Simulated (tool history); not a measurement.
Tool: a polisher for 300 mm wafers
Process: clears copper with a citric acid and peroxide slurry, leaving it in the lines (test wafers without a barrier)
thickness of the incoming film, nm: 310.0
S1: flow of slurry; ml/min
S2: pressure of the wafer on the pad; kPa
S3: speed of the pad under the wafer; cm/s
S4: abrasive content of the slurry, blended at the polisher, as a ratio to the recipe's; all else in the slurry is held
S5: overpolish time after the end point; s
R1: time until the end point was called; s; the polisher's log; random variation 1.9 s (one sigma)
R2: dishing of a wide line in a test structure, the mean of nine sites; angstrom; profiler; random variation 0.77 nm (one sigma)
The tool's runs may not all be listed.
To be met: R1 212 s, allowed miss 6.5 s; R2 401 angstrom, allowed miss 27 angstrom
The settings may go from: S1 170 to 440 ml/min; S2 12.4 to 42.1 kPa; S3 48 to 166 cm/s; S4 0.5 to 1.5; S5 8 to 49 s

Run 1, hour 0: S1 280 ml/min, S2 26.9 kPa, S3 106 cm/s, S4 1, S5 25 s. Result: R1 101.98 s, R2 604.21 angstrom.
Run 2, hour 3.7: S1 280 ml/min, S2 26.9 kPa, S3 106 cm/s, S4 0.85, S5 25 s. Result: R1 106.52 s, R2 593.71 angstrom.
Run 3, hour 8.8: S1 275 ml/min, S2 23.4 kPa, S3 102 cm/s, S4 0.85, S5 27 s. Result: R1 125.26 s, R2 537.56 angstrom.
Run 4, hour 12.2: S1 340 ml/min, S2 23.4 kPa, S3 102 cm/s, S4 0.85, S5 27 s. Result: R1 122.89 s, R2 542.6 angstrom.
Run 5, hour 17.8: S1 340 ml/min, S2 20.7 kPa, S3 98 cm/s, S4 0.85, S5 29 s. Result: R1 146.7 s, R2 515.13 angstrom.
Run 6, hour 25.3: S1 340 ml/min, S2 20.7 kPa, S3 98 cm/s, S4 0.85, S5 38 s. Result: R1 143.86 s, R2 623.15 angstrom.
Run 7, hour 27.5: S1 340 ml/min, S2 18.6 kPa, S3 96 cm/s, S4 0.85, S5 37 s. Result: R1 163.3 s, R2 544.12 angstrom.
Run 8, hour 32.6: S1 340 ml/min, S2 17.2 kPa, S3 96 cm/s, S4 0.85, S5 36 s. Result: R1 174.19 s, R2 535.07 angstrom.
At hour 39: head pressure recalibrated.
Run 9, hour 39: S1 340 ml/min, S2 16.5 kPa, S3 96 cm/s, S4 0.85, S5 34 s. Result: R1 194 s, R2 450.17 angstrom.

4 next moves are on the table. One of them brings every result within its allowed miss. Which?
Run A, hour 45.4: S1 280 ml/min, S2 21.4 kPa, S3 76 cm/s, S4 0.65, S5 33 s. Result: R1 ?, R2 ?.
Run B, hour 45.4: S1 440 ml/min, S2 15.9 kPa, S3 102 cm/s, S4 0.95, S5 38 s. Result: R1 ?, R2 ?.
Run C, hour 45.4: S1 440 ml/min, S2 17.2 kPa, S3 104 cm/s, S4 0.7, S5 29 s. Result: R1 ?, R2 ?.
Run D, hour 45.4: S1 305 ml/min, S2 12.4 kPa, S3 126 cm/s, S4 0.65, S5 29 s. Result: R1 ?, R2 ?.

move      R1      R2
   A  209.97  403.21
   B  176.59  523.65
   C  178.95  410.61
   D  211.98  347.77
A: meets every target
B: further off than the last run
C: further off than the last run
D: brings the result that was furthest off to its target, and leaves another outside
Move A is the one to make.
